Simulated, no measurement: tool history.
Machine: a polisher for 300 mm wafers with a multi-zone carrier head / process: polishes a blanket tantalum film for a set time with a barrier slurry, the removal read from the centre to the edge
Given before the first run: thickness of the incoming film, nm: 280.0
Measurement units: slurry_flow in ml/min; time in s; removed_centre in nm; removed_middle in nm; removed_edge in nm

| run | hour | slurry_flow | centre_zone | middle_zone | edge_zone | slurry_solids | time | removed_centre | removed_middle | removed_edge |
|---|---|---|---|---|---|---|---|---|---|---|
| 1 | 0 | 270 | 1 | 1 | 1 | 1 | 49 | 92.627 | 92.215 | 91.703 |
| 2 | 1.9 | 270 | 1.09 | 1 | 1 | 1 | 49 | 97.66 | 92.483 | 93.202 |
| 3 | 9.9 | 270 | 1.17 | 1 | 1 | 1 | 49 | 102.34 | 91.778 | 92.65 |
| 4 | 12.6 | 275 | 1.14 | 1.01 | 1.05 | 1.05 | 49 | 102.17 | 92.382 | 97.553 |
| 5 | 21.6 | 275 | 1.19 | 1.01 | 1.05 | 1.05 | 49 | 104.71 | 93.011 | 98.433 |
| 6 | 29.4 | 280 | 1.17 | 1.03 | 1.08 | 1.05 | 49 | 104.95 | 94.638 | 97.892 |

Expected results for the next run?
| 7 | 32.6 | 270 | 1.13 | 1.04 | 1.1 | 1.15 | 49 | ? | ? | ? |

removed_centre: 104.54 nm
removed_middle: 99.098 nm
removed_edge: 102.61 nm
